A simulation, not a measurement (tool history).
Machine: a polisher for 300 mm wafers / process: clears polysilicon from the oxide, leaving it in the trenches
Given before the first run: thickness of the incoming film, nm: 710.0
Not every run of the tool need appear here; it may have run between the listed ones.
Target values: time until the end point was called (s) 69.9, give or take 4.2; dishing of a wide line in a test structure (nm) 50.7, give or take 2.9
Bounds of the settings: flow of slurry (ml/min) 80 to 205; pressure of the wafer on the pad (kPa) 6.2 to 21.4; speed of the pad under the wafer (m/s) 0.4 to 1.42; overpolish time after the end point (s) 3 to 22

| run | hour | flow of slurry (ml/min) | pressure of the wafer on the pad (kPa) | speed of the pad under the wafer (m/s) | overpolish time after the end point (s) | time until the end point was called (s) | dishing of a wide line in a test structure (nm) |
|---|---|---|---|---|---|---|---|
| 1 | 0 | 135 | 13.8 | 0.9 | 11 | 89.852 | 41.686 |
| 2 | 1.1 | 150 | 13.8 | 0.9 | 11 | 91.555 | 41.922 |
| 3 | 9.4 | 150 | 13.8 | 0.9 | 15 | 90.466 | 47.133 |
| 4 | 17.3 | 150 | 11.7 | 0.9 | 15 | 104.4 | 46.358 |
| 5 | 22.8 | 150 | 12.4 | 0.9 | 15 | 99.71 | 45.089 |
| 6 | 24 | 150 | 12.4 | 0.9 | 19 | 101.15 | 49.029 |
| 7 | 27.9 | 150 | 13.1 | 0.9 | 19 | 92.655 | 51.53 |
| 8 | 37 | 150 | 13.8 | 0.9 | 19 | 89.984 | 51.589 |
| 9 | 42.7 | 150 | 14.5 | 0.9 | 19 | 86.914 | 52.136 |

Next run, 4 choices. One meets every target within its allowed miss, the rest don't. Which?
| A | 48.4 | 135 | 13.1 | 1.34 | 15 | ? | ? |
| B | 48.4 | 135 | 15.9 | 0.84 | 11 | ? | ? |
| C | 48.4 | 150 | 17.2 | 1.12 | 14 | ? | ? |
| D | 48.4 | 155 | 13.1 | 1.12 | 16 | ? | ? |

| move | time until the end point was called (s) | dishing of a wide line in a test structure (nm) |
|---|---|---|
| A | 71.169 | 50.184 |
| B | 83.355 | 43.408 |
| C | 61.452 | 50.976 |
| D | 79.846 | 49.615 |
A: all results in spec
B: closes in on the targets versus the last run, not all within tolerance yet
C: takes the biggest miss from the last run beyond its target
D: closes in on the targets versus the last run, not all within tolerance yet
The right move is A.
